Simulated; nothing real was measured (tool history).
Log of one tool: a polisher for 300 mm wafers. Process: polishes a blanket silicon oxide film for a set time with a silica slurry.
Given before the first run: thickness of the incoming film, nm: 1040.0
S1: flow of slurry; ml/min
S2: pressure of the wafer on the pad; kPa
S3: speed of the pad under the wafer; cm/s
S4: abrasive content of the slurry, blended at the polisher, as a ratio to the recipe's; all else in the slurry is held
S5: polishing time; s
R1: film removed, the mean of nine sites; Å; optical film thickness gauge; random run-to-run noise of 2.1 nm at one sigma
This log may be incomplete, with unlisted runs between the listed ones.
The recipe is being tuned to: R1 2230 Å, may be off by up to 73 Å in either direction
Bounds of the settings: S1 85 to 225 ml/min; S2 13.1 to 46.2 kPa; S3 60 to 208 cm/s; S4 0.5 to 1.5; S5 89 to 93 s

run 1 hour=0 | S1=145 S2=29.6 S3=134 S4=1 S5=89 | R1=3138.9
run 2 hour=8.9 | S1=140 S2=27.6 S3=134 S4=1 S5=89 | R1=2923.6
run 3 hour=15.1 | S1=140 S2=34.5 S3=134 S4=1 S5=89 | R1=3582.9
run 4 hour=18.4 | S1=135 S2=31.7 S3=134 S4=1 S5=89 | R1=3297.2
run 5 hour=22.9 | S1=135 S2=31.7 S3=134 S4=1 S5=93 | R1=3458.6
run 6 hour=31.1 | S1=135 S2=31.7 S3=134 S4=1.2 S5=93 | R1=3816.6
run 7 hour=34.6 | S1=130 S2=29 S3=134 S4=1.2 S5=93 | R1=3455.8
run 8 hour=37.6 | S1=115 S2=20.7 S3=130 S4=1.2 S5=93 | R1=2383.4

Which of these 4 next moves meets every target?
run A hour=40.6 | S1=90 S2=28.3 S3=108 S4=0.95 S5=93 | R1=?
run B hour=40.6 | S1=120 S2=19.3 S3=138 S4=1.15 S5=91 | R1=?
run C hour=40.6 | S1=170 S2=15.9 S3=162 S4=1.25 S5=93 | R1=?
run D hour=40.6 | S1=95 S2=18.6 S3=148 S4=1.35 S5=93 | R1=?

move=A R1=2368.6
move=B R1=2233.4
move=C R1=2333.8
move=D R1=2417.6
A: an improvement on the last run, though not all results are within tolerance
B: every result within its allowed miss
C: an improvement on the last run, though not all results are within tolerance
D: lands further from the targets than the last run did
Answer: B
